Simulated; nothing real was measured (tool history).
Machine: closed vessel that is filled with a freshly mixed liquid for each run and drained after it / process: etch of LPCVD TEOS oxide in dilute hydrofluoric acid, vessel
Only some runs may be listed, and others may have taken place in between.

run,hour,temperature setpoint of the liquid (C),parts of water to one part of 49 % hydrofluoric acid (parts by volume),time in the liquid (s),thickness taken off the LPCVD TEOS oxide on a monitor wafer (nm)
1,0.0,20.0,95,100,33.924
2,8.0,20.0,125,100,24.851
3,16.2,21.0,110,100,30.013
4,22.5,22.0,100,100,34.962
5,31.4,22.0,125,100,27.086
6,39.6,22.0,125,100,26.882
7,42.5,22.5,110,100,32.053
8,47.6,26.5,70,100,61.995

Run 9 is up next; what results do you expect?
9,54.0,26.5,65,100,?

{"run 9": {"thickness taken off the LPCVD TEOS oxide on a monitor wafer (nm)": 67.099}}

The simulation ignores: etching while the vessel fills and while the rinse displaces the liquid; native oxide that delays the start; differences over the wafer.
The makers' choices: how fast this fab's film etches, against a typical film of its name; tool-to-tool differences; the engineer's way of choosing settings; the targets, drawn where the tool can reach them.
